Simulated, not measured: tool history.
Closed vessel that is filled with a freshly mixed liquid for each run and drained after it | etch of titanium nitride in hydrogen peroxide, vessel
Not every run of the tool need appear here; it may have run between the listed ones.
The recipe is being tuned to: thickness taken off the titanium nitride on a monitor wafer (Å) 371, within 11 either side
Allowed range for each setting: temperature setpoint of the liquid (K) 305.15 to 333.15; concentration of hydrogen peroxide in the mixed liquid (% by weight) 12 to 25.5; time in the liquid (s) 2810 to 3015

run    day  temperature setpoint of the liquid (K)  concentration of hydrogen peroxide in the mixed liquid (% by weight)  time in the liquid (s)  thickness taken off the titanium nitride on a monitor wafer (Å)
  1      0                                  317.15                                                                  17.5                    2810                                                           571.24
  2  0.279                                  315.15                                                                  17.5                    2810                                                           489.84
  3  0.671                                  314.15                                                                  17.5                    2810                                                           456.97
  4  0.908                                  313.15                                                                  17.5                    2810                                                            422.1
  5  1.283                                  313.15                                                                    16                    2810                                                           416.44
  6  1.671                                  309.65                                                                    16                    2810                                                           318.82
  7  1.996                                  310.15                                                                    16                    2810                                                           331.36
  8  2.196                                  310.65                                                                    16                    2810                                                           340.95
  9  2.271                                  312.15                                                                    16                    2810                                                           385.06

Next run, 5 choices. One meets every target within its allowed miss, the rest don't. Which?
  A  2.346                                  310.65                                                                    18                    2810                                                                ?
  B  2.346                                  310.15                                                                    18                    2885                                                                ?
  C  2.346                                  311.15                                                                    14                    2990                                                                ?
  D  2.346                                  312.15                                                                  13.5                    3005                                                                ?
  E  2.346                                  311.15                                                                  15.5                    2835                                                                ?

move  thickness taken off the titanium nitride on a monitor wafer (Å)
   A                                                           350.03
   B                                                           345.57
   C                                                           367.25
   D                                                           395.87
   E                                                           355.75
A: carries the result that was furthest off beyond its target, to the other side
B: carries the result that was furthest off beyond its target, to the other side
C: all results in spec
D: further off than the last run
E: carries the result that was furthest off beyond its target, to the other side
C meets every target.

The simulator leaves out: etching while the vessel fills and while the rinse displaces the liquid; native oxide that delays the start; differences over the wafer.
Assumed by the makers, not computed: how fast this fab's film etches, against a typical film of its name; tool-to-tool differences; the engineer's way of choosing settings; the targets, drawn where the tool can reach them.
